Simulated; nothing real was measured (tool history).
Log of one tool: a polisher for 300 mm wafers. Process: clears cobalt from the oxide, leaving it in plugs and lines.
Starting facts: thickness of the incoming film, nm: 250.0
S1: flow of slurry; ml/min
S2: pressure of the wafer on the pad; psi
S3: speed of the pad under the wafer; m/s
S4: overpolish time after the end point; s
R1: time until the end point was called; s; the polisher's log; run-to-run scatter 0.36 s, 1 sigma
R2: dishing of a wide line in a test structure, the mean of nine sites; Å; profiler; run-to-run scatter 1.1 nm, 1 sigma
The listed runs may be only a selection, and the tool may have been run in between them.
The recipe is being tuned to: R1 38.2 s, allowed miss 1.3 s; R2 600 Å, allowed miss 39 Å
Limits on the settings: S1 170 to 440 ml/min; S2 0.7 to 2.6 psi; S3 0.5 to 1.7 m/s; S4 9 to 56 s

run  hour   S1   S2   S3  S4      R1      R2
  1     0  280  1.6  1.1  29  54.039  539.93
  2   2.2  280  1.2  1.1  29  69.939  493.85
  3  10.2  280  1.5  1.1  29  56.855  522.75
  4  17.1  280  1.7  1.1  30  51.638  536.57
  5  22.7  280  1.7  1.1  19  50.577   452.2
  6  24.7  280  1.8  1.1  23  48.295  520.11
  7  29.7  280  1.9  1.1  24  45.155  525.78
  8  37.5  280    2  1.1  26  43.584  529.79
  9  38.2  280  2.1  1.1  28  42.095  561.68
 10    47  280  2.1  1.1  28  40.953  556.01
 11  50.9  280  2.1  1.1  30  41.426  551.99

Exercise: of the 4 proposed moves below, exactly one satisfies all targets within the stated allowed misses. Which move is it?
  A  54.8  270  1.9  1.06  21   ?   ?
  B  54.8  240  2.4  1.06  39   ?   ?
  C  54.8  285    2  1.06  39   ?   ?
  D  54.8  275  2.5  0.78  32   ?   ?

move      R1      R2
   A  46.932  499.45
   B  37.703  595.94
   C   44.46  587.72
   D  48.164  561.63
A: the biggest miss grows against the last run
B: meets every target
C: the biggest miss grows against the last run
D: the biggest miss grows against the last run
Go with B: it meets all targets.
